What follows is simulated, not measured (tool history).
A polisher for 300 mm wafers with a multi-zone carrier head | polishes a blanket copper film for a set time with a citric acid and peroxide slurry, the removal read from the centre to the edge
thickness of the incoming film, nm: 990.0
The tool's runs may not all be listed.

| run | hour | flow of slurry (ml/min) | pressure of the head's centre zone | pressure of the head's middle zone | pressure of the head's edge zone | abrasive content of the slurry | polishing time (s) | film removed at the wafer's centre (Å) | film removed at mid-radius (Å) | film removed at the wafer's edge (Å) |
|---|---|---|---|---|---|---|---|---|---|---|
| 1 | 0 | 250 | 1 | 1 | 1 | 1 | 50 | 786.91 | 759.73 | 766.86 |
| 2 | 4 | 260 | 1.01 | 1.03 | 1.02 | 1.1 | 51 | 839.36 | 819.15 | 810.01 |
| 3 | 12 | 210 | 1.01 | 1.03 | 1.02 | 1.1 | 51 | 801.4 | 804.03 | 796.75 |
| 4 | 15.1 | 220 | 1.02 | 1.06 | 1.04 | 1.15 | 52 | 836.89 | 851.82 | 822.01 |
| 5 | 23.2 | 230 | 1.02 | 1.08 | 1.06 | 1.2 | 53 | 874.01 | 889.79 | 864.25 |
| 6 | 31.3 | 230 | 1.02 | 1.02 | 1.06 | 1.2 | 53 | 864.1 | 836.75 | 858.75 |
| 7 | 38 | 300 | 1.05 | 1.12 | 1.15 | 1.45 | 56 | 1029.3 | 1032.2 | 1015 |
| 8 | 44.4 | 305 | 1.05 | 1.13 | 1.15 | 1.45 | 56 | 1029.2 | 1044.3 | 1021 |
| 9 | 51.9 | 310 | 1.05 | 1.14 | 1.14 | 1.45 | 56 | 1026.8 | 1058.7 | 1025.4 |
|  | 59.6 | worn pad replaced by a new one |
| 10 | 59.6 | 315 | 1.05 | 1.15 | 1.13 | 1.45 | 56 | 1142.8 | 1175.1 | 1118.6 |
| 11 | 64.4 | 310 | 1.05 | 1.16 | 1.13 | 1.4 | 56 | 1121.6 | 1163.1 | 1104.1 |

Forecast run 12:
| 12 | 71.7 | 305 | 1.05 | 1.17 | 1.12 | 1.4 | 55 | ? | ? | ? |

{"run 12": {"film removed at the wafer's centre (Å)": 1106.7, "film removed at mid-radius (Å)": 1159.8, "film removed at the wafer's edge (Å)": 1068.9}}
